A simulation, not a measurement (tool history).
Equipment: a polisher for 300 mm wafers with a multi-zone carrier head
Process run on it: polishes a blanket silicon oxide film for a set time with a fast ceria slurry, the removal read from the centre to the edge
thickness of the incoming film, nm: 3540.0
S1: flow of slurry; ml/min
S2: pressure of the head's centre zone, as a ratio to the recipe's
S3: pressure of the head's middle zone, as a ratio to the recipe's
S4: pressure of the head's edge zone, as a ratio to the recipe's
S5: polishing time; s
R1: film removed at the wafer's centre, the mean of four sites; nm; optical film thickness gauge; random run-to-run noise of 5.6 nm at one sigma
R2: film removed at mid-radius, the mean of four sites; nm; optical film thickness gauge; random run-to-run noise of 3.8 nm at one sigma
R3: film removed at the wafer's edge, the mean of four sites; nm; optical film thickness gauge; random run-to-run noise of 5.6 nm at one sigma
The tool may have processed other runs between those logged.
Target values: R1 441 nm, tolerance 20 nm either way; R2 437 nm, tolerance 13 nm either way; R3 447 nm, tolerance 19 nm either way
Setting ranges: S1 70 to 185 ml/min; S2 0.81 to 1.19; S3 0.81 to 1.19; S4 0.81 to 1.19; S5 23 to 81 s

run,hour,S1,S2,S3,S4,S5,R1,R2,R3
1,0,120,1,1,1,52,711.3,707.44,699.91
2,2.6,120,1,1,0.95,52,707.61,702.29,681.03
3,11.3,120,1.06,1,0.95,52,737.43,705.74,665.2
4,17.9,115,1.04,0.99,0.94,48,672.29,638.41,617.49
5,26.1,115,1.04,1.07,0.94,48,668.63,681.56,615.03
6,31.7,110,1.02,1.05,0.93,45,614.76,617.71,566.4
7,32.9,105,0.99,1.03,0.92,43,551.01,578.78,530.8
8,40.2,100,0.98,0.99,0.91,42,529.5,536.88,524.31
9,41.3,100,0.98,0.99,0.91,42,527.67,539.5,513.07
10,47.7,95,0.97,0.96,0.9,42,519.77,515,498.25
11,56.1,90,0.95,0.94,0.89,42,494.94,495.51,504.31
12,58.3,85,0.95,0.93,0.86,35,403,406.13,404.33

4 candidate next runs follow, results not yet known. Just one meets every target within its allowed miss. Identify it.
A,60.5,105,1.02,0.9,0.82,33,?,?,?
B,60.5,90,0.97,0.97,0.87,35,?,?,?
C,60.5,85,0.97,0.81,1.02,36,?,?,?
D,60.5,80,1.01,0.99,0.96,37,?,?,?

move,R1,R2,R3
A,432.77,398.65,390.04
B,415.32,429.48,410.95
C,417.2,373.14,450.26
D,434.41,443.06,442.19
A: its largest miss is bigger than the last run's
B: meets the target for the result that was furthest off, but another lies outside its allowed miss
C: its largest miss is bigger than the last run's
D: hits every target within its allowed miss
Answer: D
